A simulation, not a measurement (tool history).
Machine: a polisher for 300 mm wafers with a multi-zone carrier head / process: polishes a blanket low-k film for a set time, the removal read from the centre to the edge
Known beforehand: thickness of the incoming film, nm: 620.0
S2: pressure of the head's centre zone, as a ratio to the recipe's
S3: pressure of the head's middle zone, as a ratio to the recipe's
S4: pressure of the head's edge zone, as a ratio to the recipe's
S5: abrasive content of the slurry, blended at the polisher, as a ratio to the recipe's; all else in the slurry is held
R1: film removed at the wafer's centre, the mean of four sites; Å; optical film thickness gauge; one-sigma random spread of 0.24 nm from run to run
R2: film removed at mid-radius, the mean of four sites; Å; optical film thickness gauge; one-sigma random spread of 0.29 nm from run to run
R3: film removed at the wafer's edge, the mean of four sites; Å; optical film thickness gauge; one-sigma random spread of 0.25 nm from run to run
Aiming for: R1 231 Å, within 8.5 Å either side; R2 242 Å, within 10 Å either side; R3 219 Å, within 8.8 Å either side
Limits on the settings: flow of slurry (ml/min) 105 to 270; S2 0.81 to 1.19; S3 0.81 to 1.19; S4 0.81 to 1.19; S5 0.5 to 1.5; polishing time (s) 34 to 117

Run 1, day 0: flow of slurry (ml/min) 175, S2 1, S3 1, S4 1, S5 1, polishing time (s) 75. Result: R1 320.62 Å, R2 316.13 Å, R3 313.85 Å.
Run 2, day 0.062: flow of slurry (ml/min) 190, S2 1, S3 1, S4 1, S5 1, polishing time (s) 75. Result: R1 326.45 Å, R2 317.24 Å, R3 325.74 Å.
Run 3, day 0.333: flow of slurry (ml/min) 190, S2 1, S3 1, S4 1, S5 1, polishing time (s) 62. Result: R1 268.24 Å, R2 261.11 Å, R3 270.43 Å.
Run 4, day 0.617: flow of slurry (ml/min) 190, S2 1, S3 0.93, S4 1, S5 1, polishing time (s) 62. Result: R1 267.47 Å, R2 245.64 Å, R3 262.52 Å.
Run 5, day 0.779: flow of slurry (ml/min) 190, S2 1, S3 0.93, S4 1, S5 1, polishing time (s) 48. Result: R1 205.5 Å, R2 190.49 Å, R3 208.79 Å.
Run 6, day 1.104: flow of slurry (ml/min) 200, S2 1.01, S3 0.98, S4 0.96, S5 1, polishing time (s) 48. Result: R1 212.91 Å, R2 200.85 Å, R3 203.97 Å.
Run 7, day 1.346: flow of slurry (ml/min) 210, S2 1.01, S3 1.02, S4 0.96, S5 1, polishing time (s) 48. Result: R1 212.77 Å, R2 212.25 Å, R3 203.28 Å.
Run 8, day 1.608: flow of slurry (ml/min) 215, S2 1.02, S3 1.04, S4 0.97, S5 1, polishing time (s) 48. Result: R1 218.59 Å, R2 213.19 Å, R3 204.34 Å.
Run 9, day 1.821: flow of slurry (ml/min) 215, S2 1.02, S3 1.04, S4 0.97, S5 1, polishing time (s) 48. Result: R1 219.05 Å, R2 212.2 Å, R3 204.86 Å.
Run 10, day 2.029: flow of slurry (ml/min) 215, S2 1.02, S3 1.07, S4 0.98, S5 1, polishing time (s) 48. Result: R1 215.27 Å, R2 215.62 Å, R3 200.7 Å.
Run 11, day 2.304: flow of slurry (ml/min) 240, S2 1.01, S3 1.11, S4 1.02, S5 1.15, polishing time (s) 49. Result: R1 233.45 Å, R2 249.54 Å, R3 231.13 Å.
Run 12, day 2.671: flow of slurry (ml/min) 240, S2 1.01, S3 1.11, S4 1.01, S5 1.15, polishing time (s) 49. Result: R1 237.11 Å, R2 242.68 Å, R3 226.44 Å.

Exercise: of the 4 proposed moves below, exactly one satisfies all targets within the stated allowed misses. Which move is it?
Run A, day 3.038: flow of slurry (ml/min) 255, S2 0.98, S3 1.15, S4 0.97, S5 1.05, polishing time (s) 52. Result: R1 ?, R2 ?, R3 ?.
Run B, day 3.038: flow of slurry (ml/min) 250, S2 0.96, S3 0.99, S4 1.1, S5 1.45, polishing time (s) 46. Result: R1 ?, R2 ?, R3 ?.
Run C, day 3.038: flow of slurry (ml/min) 255, S2 1.03, S3 1.13, S4 1, S5 0.75, polishing time (s) 56. Result: R1 ?, R2 ?, R3 ?.
Run D, day 3.038: flow of slurry (ml/min) 240, S2 1.05, S3 1.17, S4 0.99, S5 1.1, polishing time (s) 50. Result: R1 ?, R2 ?, R3 ?.

move      R1      R2      R3
   A  237.79  264.51  234.39
   B  232.14  232.19  249.37
   C  232.04  242.12  221.15
   D  247.27  261.03  230.57
A: its largest miss is bigger than the last run's
B: its largest miss is bigger than the last run's
C: in spec on every target
D: its largest miss is bigger than the last run's
Go with C: it meets all targets.
